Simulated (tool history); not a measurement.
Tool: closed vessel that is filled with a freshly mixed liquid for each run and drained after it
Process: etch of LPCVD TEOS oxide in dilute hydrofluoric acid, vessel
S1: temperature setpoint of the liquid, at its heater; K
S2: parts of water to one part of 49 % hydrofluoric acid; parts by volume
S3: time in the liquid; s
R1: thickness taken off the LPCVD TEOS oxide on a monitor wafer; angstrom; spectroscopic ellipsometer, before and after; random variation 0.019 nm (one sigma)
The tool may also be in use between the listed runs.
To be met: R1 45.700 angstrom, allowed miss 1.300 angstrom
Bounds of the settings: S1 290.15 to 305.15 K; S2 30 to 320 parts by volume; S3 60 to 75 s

Run 1, hour 0.0: S1 297.15 K, S2 175 parts by volume, S3 75 s. Result: R1 73.033 angstrom.
Run 2, hour 7.0: S1 295.15 K, S2 185 parts by volume, S3 75 s. Result: R1 63.365 angstrom.
Run 3, hour 7.8: S1 293.65 K, S2 190 parts by volume, S3 75 s. Result: R1 58.024 angstrom.
Run 4, hour 14.2: S1 292.65 K, S2 195 parts by volume, S3 75 s. Result: R1 54.007 angstrom.
Run 5, hour 16.9: S1 295.65 K, S2 195 parts by volume, S3 75 s. Result: R1 60.797 angstrom.
Run 6, hour 21.3: S1 293.15 K, S2 195 parts by volume, S3 75 s. Result: R1 55.109 angstrom.
At hour 25.6: hydrofluoric acid flow meter replaced.
Run 7, hour 25.6: S1 293.15 K, S2 195 parts by volume, S3 75 s. Result: R1 62.265 angstrom.
Run 8, hour 32.6: S1 293.15 K, S2 210 parts by volume, S3 75 s. Result: R1 56.558 angstrom.
Run 9, hour 38.6: S1 292.15 K, S2 225 parts by volume, S3 75 s. Result: R1 50.340 angstrom.
Run 10, hour 41.0: S1 291.65 K, S2 230 parts by volume, S3 75 s. Result: R1 48.500 angstrom.
Run 11, hour 45.2: S1 290.15 K, S2 235 parts by volume, S3 75 s. Result: R1 44.408 angstrom.

Which of these 4 next moves meets every target?
Run A, hour 49.4: S1 290.15 K, S2 200 parts by volume, S3 60 s. Result: R1 ?.
Run B, hour 49.4: S1 290.15 K, S2 245 parts by volume, S3 75 s. Result: R1 ?.
Run C, hour 49.4: S1 291.15 K, S2 250 parts by volume, S3 75 s. Result: R1 ?.
Run D, hour 49.4: S1 290.15 K, S2 230 parts by volume, S3 75 s. Result: R1 ?.

move      R1
   A  42.967
   B  42.113
   C  42.709
   D  45.457
A: further off than the last run
B: further off than the last run
C: further off than the last run
D: meets every target
The right move is D.

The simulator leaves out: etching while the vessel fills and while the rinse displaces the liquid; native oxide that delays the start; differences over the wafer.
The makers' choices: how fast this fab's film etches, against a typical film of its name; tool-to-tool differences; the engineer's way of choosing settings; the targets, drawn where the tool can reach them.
